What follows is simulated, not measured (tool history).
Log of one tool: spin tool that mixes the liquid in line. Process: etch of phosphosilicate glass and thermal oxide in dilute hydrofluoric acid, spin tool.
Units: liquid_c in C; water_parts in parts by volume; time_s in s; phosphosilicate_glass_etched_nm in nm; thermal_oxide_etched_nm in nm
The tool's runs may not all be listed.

| run | hour | liquid_c | water_parts | time_s | phosphosilicate_glass_etched_nm | thermal_oxide_etched_nm |
|---|---|---|---|---|---|---|
| 1 | 0.0 | 21.0 | 190 | 30 | 17.6640 | 0.62678 |
| 2 | 6.7 | 21.0 | 190 | 35 | 20.7310 | 0.73657 |
| 3 | 14.6 | 21.0 | 145 | 35 | 28.5110 | 0.96638 |
| 4 | 21.4 | 20.5 | 175 | 35 | 22.2620 | 0.79026 |
| 5 | 28.4 | 20.0 | 200 | 35 | 18.9140 | 0.65985 |
| 6 | 33.8 | 18.0 | 200 | 35 | 17.1020 | 0.64471 |
| 7 | 35.5 | 18.0 | 220 | 35 | 15.6020 | 0.53363 |

Estimate the outcome of run 8 from the log above:
| 8 | 42.5 | 17.0 | 295 | 30 | ? | ? |

Logged for run 8: phosphosilicate_glass_etched_nm 8.9179 nm, thermal_oxide_etched_nm 0.30860 nm.

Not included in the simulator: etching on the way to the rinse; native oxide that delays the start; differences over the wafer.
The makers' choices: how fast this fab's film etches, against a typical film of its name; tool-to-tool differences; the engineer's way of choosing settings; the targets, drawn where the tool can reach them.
